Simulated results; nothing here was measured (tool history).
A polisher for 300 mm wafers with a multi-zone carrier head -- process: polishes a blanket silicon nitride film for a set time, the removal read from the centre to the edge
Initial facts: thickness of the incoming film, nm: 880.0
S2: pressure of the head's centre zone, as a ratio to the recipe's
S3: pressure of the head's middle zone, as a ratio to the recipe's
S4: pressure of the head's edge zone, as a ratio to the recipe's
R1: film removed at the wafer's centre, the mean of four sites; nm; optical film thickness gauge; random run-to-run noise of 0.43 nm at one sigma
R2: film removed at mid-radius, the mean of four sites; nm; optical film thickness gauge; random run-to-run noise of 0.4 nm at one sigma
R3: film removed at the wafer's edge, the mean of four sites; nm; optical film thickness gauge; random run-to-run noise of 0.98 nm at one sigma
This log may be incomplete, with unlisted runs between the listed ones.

run 1 hour=0 | flow_of_slurry_(ml/min)=305 S2=1 S3=1 S4=1 polishing_time_(s)=73 | R1=135.97 R2=134.29 R3=130.59
run 2 hour=1.1 | flow_of_slurry_(ml/min)=305 S2=1 S3=1.05 S4=1 polishing_time_(s)=73 | R1=138.26 R2=139.43 R3=130.79
run 3 hour=6.1 | flow_of_slurry_(ml/min)=280 S2=0.97 S3=0.97 S4=0.98 polishing_time_(s)=59 | R1=106.28 R2=105.15 R3=102.69
run 4 hour=9 | flow_of_slurry_(ml/min)=280 S2=0.97 S3=1.02 S4=0.98 polishing_time_(s)=59 | R1=105.74 R2=109.58 R3=104.88
run 5 hour=15.7 | flow_of_slurry_(ml/min)=280 S2=1.01 S3=1.02 S4=0.98 polishing_time_(s)=59 | R1=110.2 R2=108.7 R3=105.27
run 6 hour=24.1 | flow_of_slurry_(ml/min)=280 S2=0.94 S3=1.02 S4=0.98 polishing_time_(s)=59 | R1=101.76 R2=109.13 R3=102.85
run 7 hour=28.6 | flow_of_slurry_(ml/min)=255 S2=0.92 S3=0.95 S4=0.98 polishing_time_(s)=52 | R1=86.979 R2=90.656 R3=88.95
run 8 hour=34.3 | flow_of_slurry_(ml/min)=240 S2=0.91 S3=0.9 S4=1 polishing_time_(s)=48 | R1=79.516 R2=78.638 R3=84.402
run 9 hour=37.2 | flow_of_slurry_(ml/min)=240 S2=0.91 S3=0.9 S4=1 polishing_time_(s)=48 | R1=79.898 R2=78.621 R3=86.841
run 10 hour=46.2 | flow_of_slurry_(ml/min)=230 S2=0.9 S3=0.87 S4=0.97 polishing_time_(s)=46 | R1=75.071 R2=73.821 R3=80.516
run 11 hour=52.6 | flow_of_slurry_(ml/min)=225 S2=0.89 S3=0.85 S4=0.95 polishing_time_(s)=45 | R1=71.559 R2=70.103 R3=78.04
run 12 hour=58.5 | flow_of_slurry_(ml/min)=220 S2=0.89 S3=0.84 S4=0.91 polishing_time_(s)=45 | R1=71.649 R2=69.097 R3=76.565
run 13 hour=62.9 | flow_of_slurry_(ml/min)=215 S2=0.88 S3=0.83 S4=0.88 polishing_time_(s)=45 | R1=70.838 R2=68.229 R3=74.456

Estimate the outcome of run 14 from the log above:
run 14 hour=64.2 | flow_of_slurry_(ml/min)=215 S2=0.88 S3=0.83 S4=0.88 polishing_time_(s)=45 | R1=? R2=? R3=?

R1: 70.453 nm
R2: 69.462 nm
R3: 76.791 nm

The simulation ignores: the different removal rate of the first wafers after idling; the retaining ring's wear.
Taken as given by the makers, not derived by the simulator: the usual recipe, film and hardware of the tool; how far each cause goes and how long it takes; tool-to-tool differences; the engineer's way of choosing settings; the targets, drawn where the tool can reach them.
